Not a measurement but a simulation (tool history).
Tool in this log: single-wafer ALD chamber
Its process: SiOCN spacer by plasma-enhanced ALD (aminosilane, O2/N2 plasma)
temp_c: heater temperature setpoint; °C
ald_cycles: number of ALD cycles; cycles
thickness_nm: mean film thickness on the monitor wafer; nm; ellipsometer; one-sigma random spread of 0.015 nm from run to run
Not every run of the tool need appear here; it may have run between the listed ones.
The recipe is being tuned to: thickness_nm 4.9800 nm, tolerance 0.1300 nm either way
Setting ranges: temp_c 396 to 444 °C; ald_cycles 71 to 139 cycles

run  hour  temp_c  ald_cycles  thickness_nm
  1   0.0     420         105        5.7450
  2   4.2     421         103        5.6616
  3   6.4     422         101        5.5177
  4   9.3     423         100        5.4321
  5  15.9     424          99        5.3638
  6  24.9     425          98        5.2939
  7  33.7     426          97        5.2281
  8  41.3     427          97        5.2085

5 next moves are on the table. One of them brings every result within its allowed miss. Which?
  A  48.9     428         103             ?
  B  48.9     435          94             ?
  C  48.9     426         100             ?
  D  48.9     430         101             ?
  E  48.9     432         103             ?

move  thickness_nm
   A        5.5357
   B        4.9504
   C        5.4053
   D        5.3970
   E        5.4721
A: moves away from the targets compared with the last run
B: meets every target
C: moves away from the targets compared with the last run
D: moves away from the targets compared with the last run
E: moves away from the targets compared with the last run
B is the move that brings every result within its allowed miss.
